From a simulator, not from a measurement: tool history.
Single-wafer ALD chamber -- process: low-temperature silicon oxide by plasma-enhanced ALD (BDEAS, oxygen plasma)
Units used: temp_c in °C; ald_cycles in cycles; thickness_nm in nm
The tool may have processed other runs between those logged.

run  hour  temp_c  ald_cycles  thickness_nm
  1   0.0     105          53        7.1904
  2   7.4     105          51        6.8374
  3  12.0     109          51        6.8617
  4  14.6     117          51        6.7521
  5  19.4     117          54        7.2368
  6  20.8     117          53        7.0601
  7  24.3     117          52        6.9606

Run 8 comes next. What will it give?
  8  26.3     117          51             ?

Run 8 gave thickness_nm 6.7670 nm.
